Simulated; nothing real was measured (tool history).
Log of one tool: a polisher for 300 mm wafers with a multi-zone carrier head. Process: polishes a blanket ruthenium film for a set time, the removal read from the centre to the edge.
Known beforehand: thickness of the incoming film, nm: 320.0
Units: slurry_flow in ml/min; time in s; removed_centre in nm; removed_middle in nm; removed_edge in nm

Run 1, day 0: slurry_flow 200 ml/min, centre_zone 1, middle_zone 1, edge_zone 1, time 61 s. Result: removed_centre 55.781 nm, removed_middle 56.638 nm, removed_edge 54.224 nm.
Run 2, day 0.283: slurry_flow 200 ml/min, centre_zone 1, middle_zone 1, edge_zone 1, time 68 s. Result: removed_centre 61.88 nm, removed_middle 62.623 nm, removed_edge 61.347 nm.
Run 3, day 0.65: slurry_flow 200 ml/min, centre_zone 1, middle_zone 1, edge_zone 0.95, time 68 s. Result: removed_centre 60.972 nm, removed_middle 63.078 nm, removed_edge 57.94 nm.
Run 4, day 0.925: slurry_flow 160 ml/min, centre_zone 1, middle_zone 1, edge_zone 0.95, time 68 s. Result: removed_centre 58.883 nm, removed_middle 61.228 nm, removed_edge 57.453 nm.
Run 5, day 1.233: slurry_flow 160 ml/min, centre_zone 1.01, middle_zone 0.96, edge_zone 0.95, time 66 s. Result: removed_centre 58.283 nm, removed_middle 56.716 nm, removed_edge 54.179 nm.
Run 6, day 1.317: slurry_flow 160 ml/min, centre_zone 0.95, middle_zone 0.96, edge_zone 0.95, time 66 s. Result: removed_centre 55.3 nm, removed_middle 56.667 nm, removed_edge 55.14 nm.
Run 7, day 1.358: slurry_flow 155 ml/min, centre_zone 0.96, middle_zone 0.93, edge_zone 0.95, time 65 s. Result: removed_centre 54.152 nm, removed_middle 54.058 nm, removed_edge 54.269 nm.
Run 8, day 1.721: slurry_flow 150 ml/min, centre_zone 0.98, middle_zone 0.91, edge_zone 0.95, time 64 s. Result: removed_centre 54.456 nm, removed_middle 52.367 nm, removed_edge 53.223 nm.
Run 9, day 1.792: slurry_flow 150 ml/min, centre_zone 0.98, middle_zone 0.91, edge_zone 0.95, time 64 s. Result: removed_centre 54.165 nm, removed_middle 52.908 nm, removed_edge 53.564 nm.
Run 10, day 1.996: slurry_flow 145 ml/min, centre_zone 1, middle_zone 0.89, edge_zone 0.95, time 62 s. Result: removed_centre 52.962 nm, removed_middle 49.932 nm, removed_edge 50.131 nm.
Run 11, day 2.138: slurry_flow 140 ml/min, centre_zone 1.02, middle_zone 0.87, edge_zone 0.97, time 61 s. Result: removed_centre 52.635 nm, removed_middle 47.081 nm, removed_edge 50.364 nm.
Run 12, day 2.45: slurry_flow 135 ml/min, centre_zone 1.03, middle_zone 0.86, edge_zone 0.96, time 61 s. Result: removed_centre 52.608 nm, removed_middle 47.767 nm, removed_edge 50.455 nm.
Run 13, day 2.712: slurry_flow 135 ml/min, centre_zone 1.03, middle_zone 0.86, edge_zone 0.96, time 61 s. Result: removed_centre 52.168 nm, removed_middle 47.187 nm, removed_edge 49.651 nm.
Run 14, day 2.762: slurry_flow 135 ml/min, centre_zone 1.04, middle_zone 0.85, edge_zone 0.96, time 60 s. Result: removed_centre 52.232 nm, removed_middle 46.027 nm, removed_edge 48.447 nm.

Predict the results of run 15:
Run 15, day 2.867: slurry_flow 135 ml/min, centre_zone 1.05, middle_zone 0.84, edge_zone 0.96, time 60 s. Result: removed_centre ?, removed_middle ?, removed_edge ?.

Run 15 measured removed_centre 52.372 nm, removed_middle 45.446 nm, removed_edge 49.306 nm.
